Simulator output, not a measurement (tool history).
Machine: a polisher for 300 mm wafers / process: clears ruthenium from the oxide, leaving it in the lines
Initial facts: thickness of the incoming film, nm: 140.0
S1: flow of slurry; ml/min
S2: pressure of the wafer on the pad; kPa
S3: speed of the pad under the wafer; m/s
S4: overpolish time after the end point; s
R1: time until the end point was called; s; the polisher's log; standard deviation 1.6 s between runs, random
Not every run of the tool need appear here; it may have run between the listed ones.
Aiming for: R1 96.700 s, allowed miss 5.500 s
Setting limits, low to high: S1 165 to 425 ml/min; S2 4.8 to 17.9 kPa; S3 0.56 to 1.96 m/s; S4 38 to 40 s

run,hour,S1,S2,S3,S4,R1
1,0.0,275,11.0,1.26,38,155.310
2,7.5,275,12.4,1.28,38,133.200
3,14.2,225,12.4,1.28,38,137.210
4,17.9,225,10.3,1.28,38,159.170
5,19.4,225,13.1,1.28,38,131.910
6,26.0,280,13.1,1.28,38,127.780
7,26.6,280,13.8,1.30,38,119.750
8,31.6,280,14.5,1.30,38,113.680
9,38.8,280,15.2,1.30,38,103.640
10,45.3,280,15.9,1.30,38,104.490

Which of these 5 next moves meets every target?
A,51.8,275,14.5,1.28,40,?
B,51.8,270,15.2,1.16,38,?
C,51.8,265,16.5,1.60,40,?
D,51.8,270,17.9,1.20,40,?
E,51.8,165,17.2,1.16,38,?

move,R1
A,118.200
B,122.580
C,86.442
D,101.270
E,116.370
A: lands further from the targets than the last run did
B: lands further from the targets than the last run did
C: takes the result that was furthest off past its target
D: hits every target within its allowed miss
E: lands further from the targets than the last run did
D meets every target.
